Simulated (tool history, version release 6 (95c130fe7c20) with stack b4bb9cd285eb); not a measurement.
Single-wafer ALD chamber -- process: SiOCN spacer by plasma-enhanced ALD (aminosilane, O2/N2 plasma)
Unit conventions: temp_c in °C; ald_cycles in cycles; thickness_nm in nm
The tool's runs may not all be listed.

run	hour	temp_c	ald_cycles	thickness_nm
1	0	400	66	3.7747
2	8.5	400	68	3.886
3	13.6	410	68	3.7732
4	18.1	415	68	3.7037
5	25.5	412	70	3.8609
6	31.3	412	66	3.6306
7	33.2	409	68	3.8144
8	39.5	407	69	3.8762
9	47.1	405	70	3.9188
10	47.8	403	71	4.0078
11	55.7	401	72	4.118
12	57.5	399	73	4.1725

What will run 13 give?
13	63.9	398	74	?

Run 13 gave thickness_nm 4.252 nm.
